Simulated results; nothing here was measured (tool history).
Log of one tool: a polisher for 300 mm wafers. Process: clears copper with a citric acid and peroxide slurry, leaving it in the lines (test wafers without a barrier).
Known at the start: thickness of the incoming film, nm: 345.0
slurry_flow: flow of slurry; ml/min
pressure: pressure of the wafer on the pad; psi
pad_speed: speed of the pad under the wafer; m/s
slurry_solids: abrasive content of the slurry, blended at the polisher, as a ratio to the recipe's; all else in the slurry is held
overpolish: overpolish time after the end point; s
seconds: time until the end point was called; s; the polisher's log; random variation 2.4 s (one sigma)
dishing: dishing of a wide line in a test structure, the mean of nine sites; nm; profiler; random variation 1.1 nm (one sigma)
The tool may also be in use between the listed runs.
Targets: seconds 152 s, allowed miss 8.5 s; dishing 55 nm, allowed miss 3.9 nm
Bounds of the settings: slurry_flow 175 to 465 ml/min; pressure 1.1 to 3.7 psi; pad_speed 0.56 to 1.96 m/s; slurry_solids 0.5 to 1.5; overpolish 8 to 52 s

Run 1, hour 0: slurry_flow 295 ml/min, pressure 2.4 psi, pad_speed 1.26 m/s, slurry_solids 1, overpolish 26 s. Result: seconds 199.11 s, dishing 36.405 nm.
Run 2, hour 2: slurry_flow 340 ml/min, pressure 2.4 psi, pad_speed 1.26 m/s, slurry_solids 1, overpolish 26 s. Result: seconds 195.44 s, dishing 36.589 nm.
Run 3, hour 7: slurry_flow 340 ml/min, pressure 2.4 psi, pad_speed 1.1 m/s, slurry_solids 1, overpolish 26 s. Result: seconds 211.89 s, dishing 32.971 nm.
Run 4, hour 13.6: slurry_flow 340 ml/min, pressure 2.7 psi, pad_speed 1.1 m/s, slurry_solids 1, overpolish 26 s. Result: seconds 190.64 s, dishing 35.554 nm.
Run 5, hour 17: slurry_flow 340 ml/min, pressure 2.7 psi, pad_speed 1.1 m/s, slurry_solids 1, overpolish 21 s. Result: seconds 195.25 s, dishing 28.997 nm.
Run 6, hour 17.7: slurry_flow 340 ml/min, pressure 3.1 psi, pad_speed 1.1 m/s, slurry_solids 1, overpolish 21 s. Result: seconds 173.62 s, dishing 34.523 nm.
Run 7, hour 24.6: slurry_flow 340 ml/min, pressure 3.1 psi, pad_speed 1.1 m/s, slurry_solids 1, overpolish 21 s. Result: seconds 170.2 s, dishing 35.688 nm.
Run 8, hour 31.6: slurry_flow 330 ml/min, pressure 3.2 psi, pad_speed 1.1 m/s, slurry_solids 1, overpolish 24 s. Result: seconds 164.57 s, dishing 38.495 nm.
Run 9, hour 38.4: slurry_flow 325 ml/min, pressure 3.2 psi, pad_speed 1.12 m/s, slurry_solids 1, overpolish 27 s. Result: seconds 159.1 s, dishing 44.681 nm.
Run 10, hour 47.1: slurry_flow 320 ml/min, pressure 3.2 psi, pad_speed 1.12 m/s, slurry_solids 1, overpolish 29 s. Result: seconds 162.22 s, dishing 46.977 nm.
Run 11, hour 54.5: slurry_flow 320 ml/min, pressure 3.2 psi, pad_speed 1.12 m/s, slurry_solids 1, overpolish 30 s. Result: seconds 159.35 s, dishing 47.051 nm.

Which of these 5 next moves meets every target?
Run A, hour 61.9: slurry_flow 330 ml/min, pressure 3.7 psi, pad_speed 1.18 m/s, slurry_solids 0.9, overpolish 31 s. Result: seconds ?, dishing ?.
Run B, hour 61.9: slurry_flow 295 ml/min, pressure 3.2 psi, pad_speed 1.1 m/s, slurry_solids 0.9, overpolish 39 s. Result: seconds ?, dishing ?.
Run C, hour 61.9: slurry_flow 380 ml/min, pressure 2.9 psi, pad_speed 1.28 m/s, slurry_solids 1.15, overpolish 35 s. Result: seconds ?, dishing ?.
Run D, hour 61.9: slurry_flow 420 ml/min, pressure 3.7 psi, pad_speed 1.26 m/s, slurry_solids 0.9, overpolish 30 s. Result: seconds ?, dishing ?.
Run E, hour 61.9: slurry_flow 375 ml/min, pressure 3.7 psi, pad_speed 1.08 m/s, slurry_solids 0.7, overpolish 29 s. Result: seconds ?, dishing ?.

move  seconds  dishing
   A    141.1    54.17
   B   174.38    54.32
   C   156.36   53.919
   D   131.15   55.651
   E      160   47.298
A: brings the result that was furthest off to its target, and leaves another outside
B: brings the result that was furthest off to its target, and leaves another outside
C: meets every target
D: brings the result that was furthest off to its target, and leaves another outside
E: as far off as the last run
Move C is the one to make.
